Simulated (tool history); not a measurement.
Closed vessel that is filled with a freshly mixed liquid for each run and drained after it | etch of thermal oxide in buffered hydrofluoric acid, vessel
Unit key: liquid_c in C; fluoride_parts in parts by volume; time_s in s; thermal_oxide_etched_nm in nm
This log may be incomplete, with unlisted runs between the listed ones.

{"run": 1, "day": 0.0, "liquid_c": 23, "fluoride_parts": 15, "time_s": 30, "thermal_oxide_etched_nm": 22.04}
{"run": 2, "day": 0.088, "liquid_c": 24.5, "fluoride_parts": 13.5, "time_s": 30, "thermal_oxide_etched_nm": 26.573}
{"run": 3, "day": 0.404, "liquid_c": 26, "fluoride_parts": 12.5, "time_s": 30, "thermal_oxide_etched_nm": 31.327}
{"run": 4, "day": 0.579, "liquid_c": 26, "fluoride_parts": 12.5, "time_s": 30, "thermal_oxide_etched_nm": 31.299}
{"run": 5, "day": 0.862, "liquid_c": 24.5, "fluoride_parts": 12.5, "time_s": 30, "thermal_oxide_etched_nm": 28.763}
{"run": 6, "day": 1.079, "liquid_c": 24.5, "fluoride_parts": 12.5, "time_s": 30, "thermal_oxide_etched_nm": 28.803}
{"run": 7, "day": 1.158, "liquid_c": 25.5, "fluoride_parts": 11.5, "time_s": 30, "thermal_oxide_etched_nm": 33.062}
{"run": 8, "day": 1.229, "liquid_c": 26.5, "fluoride_parts": 11, "time_s": 30, "thermal_oxide_etched_nm": 36.515}
{"run": 9, "day": 1.333, "liquid_c": 27.5, "fluoride_parts": 10.5, "time_s": 30, "thermal_oxide_etched_nm": 40.172}
{"run": 10, "day": 1.517, "liquid_c": 28, "fluoride_parts": 10, "time_s": 30, "thermal_oxide_etched_nm": 43.254}
{"run": 11, "day": 1.65, "liquid_c": 28, "fluoride_parts": 10, "time_s": 30, "thermal_oxide_etched_nm": 43.261}
{"run": 12, "day": 1.842, "liquid_c": 28.5, "fluoride_parts": 9.5, "time_s": 30, "thermal_oxide_etched_nm": 45.746}
{"run": 13, "day": 1.971, "liquid_c": 31, "fluoride_parts": 7.5, "time_s": 30, "thermal_oxide_etched_nm": 66.355}
{"run": 14, "day": 2.179, "liquid_c": 30.5, "fluoride_parts": 7.5, "time_s": 30, "thermal_oxide_etched_nm": 64.053}

Predict the results of run 15:
{"run": 15, "day": 2.421, "liquid_c": 30, "fluoride_parts": 7.5, "time_s": 30, "thermal_oxide_etched_nm": "?"}

{"run 15": {"thermal_oxide_etched_nm": 62.715}}
